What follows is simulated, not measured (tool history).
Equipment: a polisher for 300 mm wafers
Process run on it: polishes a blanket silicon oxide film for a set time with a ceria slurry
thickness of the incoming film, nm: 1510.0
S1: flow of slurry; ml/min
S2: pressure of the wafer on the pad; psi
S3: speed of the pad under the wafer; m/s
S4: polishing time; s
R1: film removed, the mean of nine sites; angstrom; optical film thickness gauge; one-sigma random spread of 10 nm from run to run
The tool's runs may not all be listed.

{"run": 1, "hour": 0.0, "S1": 305, "S2": 2.3, "S3": 1.32, "S4": 84, "R1": 3779.3}
{"run": 2, "hour": 3.5, "S1": 305, "S2": 2.7, "S3": 1.32, "S4": 84, "R1": 4315.8}
{"run": 3, "hour": 6.3, "S1": 375, "S2": 2.7, "S3": 1.32, "S4": 84, "R1": 4331.3}
{"run": 4, "hour": 9.6, "S1": 375, "S2": 2.7, "S3": 1.14, "S4": 84, "R1": 3816.6}
{"run": 5, "hour": 17.0, "S1": 375, "S2": 2.7, "S3": 1.14, "S4": 84, "R1": 3752.8}
{"run": 6, "hour": 22.3, "S1": 410, "S2": 2.7, "S3": 1.14, "S4": 84, "R1": 3783.1}

Forecast run 7:
{"run": 7, "hour": 30.2, "S1": 410, "S2": 2.8, "S3": 1.2, "S4": 84, "R1": "?"}

Run 7 came out at R1 4216.6 angstrom.
